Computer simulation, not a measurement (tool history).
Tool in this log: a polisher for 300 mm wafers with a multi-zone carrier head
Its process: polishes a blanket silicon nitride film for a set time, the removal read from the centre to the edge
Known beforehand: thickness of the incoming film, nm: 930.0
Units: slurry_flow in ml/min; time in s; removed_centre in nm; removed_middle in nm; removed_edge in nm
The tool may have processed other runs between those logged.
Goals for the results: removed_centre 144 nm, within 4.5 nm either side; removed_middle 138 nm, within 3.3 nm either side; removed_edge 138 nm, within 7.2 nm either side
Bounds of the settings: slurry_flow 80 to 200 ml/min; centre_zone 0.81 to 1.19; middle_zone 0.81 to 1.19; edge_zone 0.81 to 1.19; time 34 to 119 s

| run | day | slurry_flow | centre_zone | middle_zone | edge_zone | time | removed_centre | removed_middle | removed_edge |
|---|---|---|---|---|---|---|---|---|---|
| 1 | 0 | 130 | 1 | 1 | 1 | 76 | 99.563 | 102.68 | 103.41 |
| 2 | 0.292 | 145 | 1.04 | 1.03 | 1.06 | 80 | 115.47 | 113.85 | 115.32 |
| 3 | 0.346 | 130 | 1.04 | 1.03 | 1.06 | 80 | 111.6 | 110.69 | 113.56 |
| 4 | 0.575 | 145 | 1.06 | 1.06 | 1.1 | 82 | 118.3 | 119.31 | 122.79 |
| 5 | 0.683 | 145 | 1.06 | 1.06 | 1.15 | 82 | 118.86 | 119.22 | 121.59 |
| 6 | 0.888 | 160 | 1.09 | 1.08 | 1.16 | 83 | 125.96 | 126.27 | 124.87 |
| 7 | 1.079 | 160 | 1.1 | 1.08 | 1.17 | 85 | 132.33 | 127.48 | 126.58 |
| 8 | 1.317 | 165 | 1.1 | 1.08 | 1.18 | 87 | 135.47 | 131.68 | 135.82 |
| 9 | 1.4 | 175 | 1.11 | 1.09 | 1.18 | 87 | 137.66 | 134.78 | 135.53 |

Which single option among these 4 for the next run brings every result within its allowed miss of target? Just one does.
| A | 1.483 | 185 | 1 | 1 | 1.19 | 100 | ? | ? | ? |
| B | 1.483 | 185 | 1.14 | 1.03 | 1.19 | 88 | ? | ? | ? |
| C | 1.483 | 190 | 1.12 | 1 | 1.19 | 88 | ? | ? | ? |
| D | 1.483 | 145 | 1.12 | 1.08 | 1.11 | 94 | ? | ? | ? |

| move | removed_centre | removed_middle | removed_edge |
|---|---|---|---|
| A | 143.86 | 147.48 | 158.34 |
| B | 144.48 | 132.78 | 139.29 |
| C | 142.57 | 130.25 | 139.77 |
| D | 144.18 | 140.9 | 140.09 |
A: the furthest-off result lands on target, but another misses its tolerance
B: the furthest-off result lands on target, but another misses its tolerance
C: the furthest-off result lands on target, but another misses its tolerance
D: every result within its allowed miss
Go with D: it meets all targets.
